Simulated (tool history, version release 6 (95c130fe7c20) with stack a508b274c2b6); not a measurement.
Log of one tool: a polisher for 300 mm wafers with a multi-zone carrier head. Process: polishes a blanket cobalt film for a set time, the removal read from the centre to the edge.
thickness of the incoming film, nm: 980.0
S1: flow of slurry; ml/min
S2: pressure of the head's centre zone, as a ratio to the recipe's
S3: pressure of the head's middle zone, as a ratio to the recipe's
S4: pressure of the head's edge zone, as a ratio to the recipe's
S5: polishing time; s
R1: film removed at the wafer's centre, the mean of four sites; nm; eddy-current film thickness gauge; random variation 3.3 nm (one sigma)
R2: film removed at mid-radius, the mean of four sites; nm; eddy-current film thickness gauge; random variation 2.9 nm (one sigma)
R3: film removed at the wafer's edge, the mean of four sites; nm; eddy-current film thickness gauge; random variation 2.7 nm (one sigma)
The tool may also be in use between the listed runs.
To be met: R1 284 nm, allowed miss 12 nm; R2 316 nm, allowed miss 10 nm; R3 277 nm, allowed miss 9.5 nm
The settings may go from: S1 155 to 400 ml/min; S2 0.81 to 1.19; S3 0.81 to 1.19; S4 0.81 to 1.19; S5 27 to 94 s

run,hour,S1,S2,S3,S4,S5,R1,R2,R3
1,0,255,1,1,1,60,367.91,372.38,359.5
2,8.3,255,1,1,0.96,60,381.91,375.94,339.7
3,10.5,245,0.95,0.99,0.94,58,341.27,362.92,328.97
4,11.2,240,0.93,0.97,0.91,56,317.97,345.28,312.36
# hour 17.7: edge zone pressure recalibrated
5,17.7,240,0.93,0.97,0.98,56,325.05,341.94,340.11
6,26.3,235,0.92,0.97,0.95,55,311.21,331.08,323.47
7,32.6,210,0.91,1.01,0.85,52,288.1,311.96,290.14
8,33.9,220,0.91,1.01,0.84,52,291.54,320.13,291.14

4 next moves are on the table. One of them brings every result within its allowed miss. Which?
A,35.2,225,0.93,1,0.92,51,?,?,?
B,35.2,155,0.83,0.91,0.92,56,?,?,?
C,35.2,260,0.87,1.01,0.88,51,?,?,?
D,35.2,375,0.94,1.09,0.9,46,?,?,?

move,R1,R2,R3
A,287.11,314.68,296.81
B,260.62,309.5,310.57
C,274.18,322.35,294.98
D,278.39,312.76,276.17
A: further off than the last run
B: further off than the last run
C: further off than the last run
D: meets every target
Move D is the one to make.
